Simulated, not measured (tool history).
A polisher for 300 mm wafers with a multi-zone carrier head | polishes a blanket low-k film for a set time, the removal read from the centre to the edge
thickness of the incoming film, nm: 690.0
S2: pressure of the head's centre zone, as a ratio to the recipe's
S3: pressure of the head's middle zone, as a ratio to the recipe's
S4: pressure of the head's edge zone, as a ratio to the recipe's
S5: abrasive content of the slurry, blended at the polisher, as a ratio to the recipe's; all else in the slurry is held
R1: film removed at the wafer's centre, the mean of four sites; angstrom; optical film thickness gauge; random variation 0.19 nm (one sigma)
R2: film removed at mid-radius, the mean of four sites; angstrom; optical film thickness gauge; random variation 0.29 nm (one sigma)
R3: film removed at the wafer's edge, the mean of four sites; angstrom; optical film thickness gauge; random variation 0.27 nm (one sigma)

{"run": 1, "hour": 0.0, "flow of slurry (ml/min)": 185, "S2": 1, "S3": 1, "S4": 1, "S5": 1, "polishing time (s)": 72, "R1": 347.84, "R2": 385.86, "R3": 381.69}
{"run": 2, "hour": 2.3, "flow of slurry (ml/min)": 190, "S2": 0.99, "S3": 1.04, "S4": 0.94, "S5": 0.85, "polishing time (s)": 67, "R1": 316.72, "R2": 354.49, "R3": 321.83}
{"run": 3, "hour": 10.3, "flow of slurry (ml/min)": 190, "S2": 0.99, "S3": 1.04, "S4": 0.94, "S5": 0.85, "polishing time (s)": 50, "R1": 232.03, "R2": 260.93, "R3": 243.73}
{"run": 4, "hour": 13.9, "flow of slurry (ml/min)": 190, "S2": 0.99, "S3": 1.04, "S4": 0.94, "S5": 0.85, "polishing time (s)": 42, "R1": 197.92, "R2": 220.07, "R3": 208.38}
{"run": 5, "hour": 16.2, "flow of slurry (ml/min)": 210, "S2": 0.98, "S3": 1.09, "S4": 0.94, "S5": 0.9, "polishing time (s)": 42, "R1": 198.97, "R2": 239.11, "R3": 206.22}
{"hour": 24.3, "done": "centre zone pressure recalibrated"}
{"run": 6, "hour": 24.3, "flow of slurry (ml/min)": 210, "S2": 0.98, "S3": 1.09, "S4": 0.94, "S5": 0.7, "polishing time (s)": 42, "R1": 196.59, "R2": 216.86, "R3": 194.67}
{"run": 7, "hour": 29.2, "flow of slurry (ml/min)": 215, "S2": 0.99, "S3": 1.11, "S4": 0.95, "S5": 0.85, "polishing time (s)": 42, "R1": 216.75, "R2": 243.48, "R3": 204.36}
{"run": 8, "hour": 31.4, "flow of slurry (ml/min)": 205, "S2": 0.97, "S3": 1.12, "S4": 0.97, "S5": 0.95, "polishing time (s)": 42, "R1": 213.54, "R2": 244.43, "R3": 214.25}
{"run": 9, "hour": 40.0, "flow of slurry (ml/min)": 215, "S2": 0.96, "S3": 1.13, "S4": 0.96, "S5": 1.05, "polishing time (s)": 42, "R1": 219.48, "R2": 252.92, "R3": 224.5}
{"run": 10, "hour": 41.6, "flow of slurry (ml/min)": 225, "S2": 0.94, "S3": 1.15, "S4": 0.91, "S5": 1.1, "polishing time (s)": 43, "R1": 226.24, "R2": 274.79, "R3": 228.33}

The next listed run, before its measurement:
{"run": 11, "hour": 45.8, "flow of slurry (ml/min)": 220, "S2": 0.93, "S3": 1.16, "S4": 0.9, "S5": 1.1, "polishing time (s)": 43, "R1": "?", "R2": "?", "R3": "?"}

Run 11 gave R1 223.76 angstrom, R2 276.54 angstrom, R3 228.56 angstrom.

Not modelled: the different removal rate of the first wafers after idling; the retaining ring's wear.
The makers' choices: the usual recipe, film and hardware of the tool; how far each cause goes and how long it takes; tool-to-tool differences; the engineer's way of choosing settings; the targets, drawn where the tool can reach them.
